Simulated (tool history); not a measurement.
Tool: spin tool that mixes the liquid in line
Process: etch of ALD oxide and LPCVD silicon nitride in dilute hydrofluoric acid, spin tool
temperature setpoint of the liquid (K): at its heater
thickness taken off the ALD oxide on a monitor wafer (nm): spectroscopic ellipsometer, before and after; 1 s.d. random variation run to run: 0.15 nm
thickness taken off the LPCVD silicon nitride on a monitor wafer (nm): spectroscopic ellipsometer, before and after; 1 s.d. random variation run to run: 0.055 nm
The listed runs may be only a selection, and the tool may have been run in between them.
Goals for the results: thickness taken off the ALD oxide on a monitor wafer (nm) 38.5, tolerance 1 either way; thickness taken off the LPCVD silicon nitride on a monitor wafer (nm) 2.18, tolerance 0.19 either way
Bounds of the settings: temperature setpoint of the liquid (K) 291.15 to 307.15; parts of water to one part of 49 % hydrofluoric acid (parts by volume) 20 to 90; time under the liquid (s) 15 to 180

run,hour,temperature setpoint of the liquid (K),parts of water to one part of 49 % hydrofluoric acid (parts by volume),time under the liquid (s),thickness taken off the ALD oxide on a monitor wafer (nm),thickness taken off the LPCVD silicon nitride on a monitor wafer (nm)
1,0,299.15,50,90,22.342,1.0611
2,6.3,299.15,50,115,28.452,1.3305
3,10.1,299.15,50,80,19.651,0.94963
4,14.9,302.65,50,80,22.703,1.2007
5,20.2,303.15,45,80,25.857,1.3658
6,27.5,303.15,30,80,39.979,1.9888
7,34.3,303.65,30,80,40.572,2.0545
8,40.3,304.15,30,80,41.416,2.1126
9,45.5,304.65,30,80,42.465,2.199
10,54.4,305.15,35,80,36.622,2.0573
11,57.6,305.65,35,80,37.326,2.0768

Below are 4 possible settings for the next run. Only one of them brings all results inside the allowed miss of their targets. Which is it?
A,60.8,306.65,35,80,?,?
B,60.8,307.15,35,75,?,?
C,60.8,303.65,30,70,?,?
D,60.8,301.65,25,65,?,?

move,thickness taken off the ALD oxide on a monitor wafer (nm),thickness taken off the LPCVD silicon nitride on a monitor wafer (nm)
A,38.843,2.1479
B,37.127,2.0784
C,35.532,1.8024
D,36.816,1.7516
A: every result lands within tolerance
B: its largest miss is bigger than the last run's
C: its largest miss is bigger than the last run's
D: its largest miss is bigger than the last run's
Correct choice: A, which meets every target

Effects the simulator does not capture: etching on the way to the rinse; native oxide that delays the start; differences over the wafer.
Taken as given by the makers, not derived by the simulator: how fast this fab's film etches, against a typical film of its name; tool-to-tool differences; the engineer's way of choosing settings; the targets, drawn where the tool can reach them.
